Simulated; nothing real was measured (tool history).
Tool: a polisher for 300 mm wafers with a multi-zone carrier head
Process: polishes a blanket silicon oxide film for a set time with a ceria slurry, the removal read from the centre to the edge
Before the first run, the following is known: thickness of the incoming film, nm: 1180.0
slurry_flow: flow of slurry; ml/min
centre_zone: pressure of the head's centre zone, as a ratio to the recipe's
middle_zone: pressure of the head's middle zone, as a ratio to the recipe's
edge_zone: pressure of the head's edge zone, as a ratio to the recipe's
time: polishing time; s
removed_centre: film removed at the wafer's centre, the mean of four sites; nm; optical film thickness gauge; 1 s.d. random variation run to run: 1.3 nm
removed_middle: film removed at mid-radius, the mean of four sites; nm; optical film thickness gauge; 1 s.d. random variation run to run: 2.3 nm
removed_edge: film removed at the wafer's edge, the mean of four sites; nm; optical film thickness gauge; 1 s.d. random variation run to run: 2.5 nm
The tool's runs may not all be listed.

run,hour,slurry_flow,centre_zone,middle_zone,edge_zone,time,removed_centre,removed_middle,removed_edge
1,0.0,160,1.00,1.00,1.00,48,236.98,238.08,234.99
2,1.2,145,1.00,0.94,0.96,47,230.44,222.88,223.20
3,7.9,165,1.00,0.94,0.96,47,236.37,227.38,223.20
4,11.7,165,1.00,0.94,0.90,47,236.30,225.61,223.48
5,13.5,165,1.00,0.94,0.90,56,281.40,274.58,264.05
6,16.8,165,1.06,0.94,0.90,56,298.72,273.68,262.77
7,20.9,155,1.03,0.90,0.93,52,263.35,243.23,244.83
8,24.6,150,1.03,0.87,0.95,49,251.01,222.63,231.99
9,31.7,140,1.02,0.85,0.95,47,232.26,213.79,221.44
10,33.5,140,1.02,0.84,0.98,45,221.58,195.61,212.81
11,39.9,105,1.01,0.82,0.97,44,194.59,172.19,199.88

The next listed run, before its measurement:
12,48.0,115,1.01,0.82,0.97,44,?,?,?

Logged for run 12: removed_centre 204.52 nm, removed_middle 179.83 nm, removed_edge 201.32 nm.
